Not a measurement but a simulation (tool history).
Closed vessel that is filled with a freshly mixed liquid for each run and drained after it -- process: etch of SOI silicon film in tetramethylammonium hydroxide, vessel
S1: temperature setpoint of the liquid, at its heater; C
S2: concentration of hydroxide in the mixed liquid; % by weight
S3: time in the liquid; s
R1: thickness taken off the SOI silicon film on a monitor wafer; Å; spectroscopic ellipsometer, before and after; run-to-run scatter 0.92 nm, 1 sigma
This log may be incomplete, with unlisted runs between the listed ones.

run 1 day=0.000 | S1=67.0 S2=9.5 S3=30 | R1=1803.5
run 2 day=0.196 | S1=67.0 S2=9.5 S3=30 | R1=1807.6
run 3 day=0.388 | S1=62.5 S2=9.5 S3=30 | R1=1362.6
run 4 day=0.454 | S1=66.0 S2=9.5 S3=30 | R1=1701.7
run 5 day=0.675 | S1=69.0 S2=9.5 S3=30 | R1=2038.3
run 6 day=0.983 | S1=69.0 S2=9.5 S3=30 | R1=2012.8
run 7 day=1.154 | S1=67.5 S2=9.5 S3=30 | R1=1841.4
run 8 day=1.283 | S1=66.5 S2=9.5 S3=30 | R1=1763.0
run 9 day=1.488 | S1=65.5 S2=9.5 S3=30 | R1=1629.5
run 10 day=1.554 | S1=64.5 S2=9.5 S3=30 | R1=1538.5
run 11 day=1.871 | S1=64.0 S2=9.5 S3=30 | R1=1490.9

For run 12, what comes out?
run 12 day=2.067 | S1=60.5 S2=9.5 S3=30 | R1=?

Run 12 came out at R1 1202.8 Å.
